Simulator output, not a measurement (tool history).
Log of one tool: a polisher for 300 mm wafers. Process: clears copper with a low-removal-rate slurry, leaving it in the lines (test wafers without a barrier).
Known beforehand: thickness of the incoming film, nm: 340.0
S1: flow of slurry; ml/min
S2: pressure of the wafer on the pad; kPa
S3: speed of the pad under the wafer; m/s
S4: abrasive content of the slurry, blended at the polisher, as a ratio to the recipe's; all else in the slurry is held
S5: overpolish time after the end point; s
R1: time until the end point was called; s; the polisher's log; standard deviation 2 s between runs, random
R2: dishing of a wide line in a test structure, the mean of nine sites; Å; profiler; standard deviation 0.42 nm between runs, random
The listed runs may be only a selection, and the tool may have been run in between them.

Run 1, day 0: S1 160 ml/min, S2 17.9 kPa, S3 1.16 m/s, S4 1, S5 20 s. Result: R1 126.17 s, R2 415.17 Å.
Run 2, day 0.283: S1 160 ml/min, S2 15.9 kPa, S3 1.16 m/s, S4 1, S5 20 s. Result: R1 138.46 s, R2 378.62 Å.
Run 3, day 0.454: S1 135 ml/min, S2 15.9 kPa, S3 1.16 m/s, S4 1, S5 20 s. Result: R1 142.55 s, R2 370.95 Å.
Run 4, day 0.729: S1 135 ml/min, S2 15.9 kPa, S3 1.16 m/s, S4 1, S5 12 s. Result: R1 143.23 s, R2 231.42 Å.
Run 5, day 1.067: S1 135 ml/min, S2 15.9 kPa, S3 1.16 m/s, S4 1.2, S5 12 s. Result: R1 137.5 s, R2 238.77 Å.
Run 6, day 1.421: S1 110 ml/min, S2 15.9 kPa, S3 1.16 m/s, S4 1.2, S5 12 s. Result: R1 142.89 s, R2 226.25 Å.
Run 7, day 1.775: S1 120 ml/min, S2 16.5 kPa, S3 1.16 m/s, S4 1.2, S5 11 s. Result: R1 132.84 s, R2 228.16 Å.

Run 8, settings as shown, results not yet in. Your forecast:
Run 8, day 2.129: S1 125 ml/min, S2 17.2 kPa, S3 1.16 m/s, S4 1.2, S5 11 s. Result: R1 ?, R2 ?.

{"run 8": {"R1": 130.53, "R2": 236.29}}
